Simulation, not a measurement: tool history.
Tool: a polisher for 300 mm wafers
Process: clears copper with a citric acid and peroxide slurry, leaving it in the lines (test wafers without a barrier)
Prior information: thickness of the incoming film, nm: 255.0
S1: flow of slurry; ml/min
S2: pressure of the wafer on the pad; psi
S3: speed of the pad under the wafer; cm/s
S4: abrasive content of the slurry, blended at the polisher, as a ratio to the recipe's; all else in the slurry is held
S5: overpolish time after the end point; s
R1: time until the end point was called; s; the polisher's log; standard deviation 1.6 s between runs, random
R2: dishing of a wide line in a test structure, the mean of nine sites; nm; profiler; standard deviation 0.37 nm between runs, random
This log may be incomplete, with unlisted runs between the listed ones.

Run 1, hour 0: S1 265 ml/min, S2 2.5 psi, S3 92 cm/s, S4 1, S5 12 s. Result: R1 142.62 s, R2 16.757 nm.
Run 2, hour 2.8: S1 265 ml/min, S2 2.6 psi, S3 92 cm/s, S4 1, S5 12 s. Result: R1 135.87 s, R2 17.116 nm.
Run 3, hour 9.8: S1 265 ml/min, S2 2.7 psi, S3 92 cm/s, S4 1, S5 12 s. Result: R1 129.96 s, R2 18.052 nm.
Run 4, hour 15: S1 265 ml/min, S2 2.7 psi, S3 92 cm/s, S4 1, S5 9 s. Result: R1 128.73 s, R2 14.121 nm.
Run 5, hour 18.7: S1 265 ml/min, S2 2.7 psi, S3 92 cm/s, S4 1.2, S5 9 s. Result: R1 130.44 s, R2 14.609 nm.
Run 6, hour 24: S1 265 ml/min, S2 2.8 psi, S3 92 cm/s, S4 1.2, S5 9 s. Result: R1 126.54 s, R2 14.656 nm.

What will run 7 give?
Run 7, hour 25.2: S1 265 ml/min, S2 2.9 psi, S3 92 cm/s, S4 1.2, S5 9 s. Result: R1 ?, R2 ?.

R1: 116.07 s
R2: 15.47 nm
